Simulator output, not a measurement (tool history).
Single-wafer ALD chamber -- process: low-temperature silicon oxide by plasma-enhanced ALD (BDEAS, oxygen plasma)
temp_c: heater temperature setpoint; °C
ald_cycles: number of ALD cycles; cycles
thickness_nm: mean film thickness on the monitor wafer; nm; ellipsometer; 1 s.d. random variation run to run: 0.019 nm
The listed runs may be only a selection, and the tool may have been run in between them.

| run | hour | temp_c | ald_cycles | thickness_nm |
|---|---|---|---|---|
| 1 | 0 | 90 | 45 | 7.1518 |
| 2 | 3.9 | 93 | 44 | 6.8827 |
| 3 | 8.8 | 95 | 44 | 6.8379 |
| 4 | 9.4 | 97 | 44 | 6.7804 |
| 5 | 11.5 | 99 | 44 | 6.713 |
| 6 | 20 | 104 | 44 | 6.6623 |
| 7 | 25.2 | 105 | 44 | 6.663 |
| 8 | 26.4 | 106 | 44 | 6.626 |

Run 9 is up next; what results do you expect?
| 9 | 33.3 | 107 | 44 | ? |

thickness_nm: 6.6192 nm

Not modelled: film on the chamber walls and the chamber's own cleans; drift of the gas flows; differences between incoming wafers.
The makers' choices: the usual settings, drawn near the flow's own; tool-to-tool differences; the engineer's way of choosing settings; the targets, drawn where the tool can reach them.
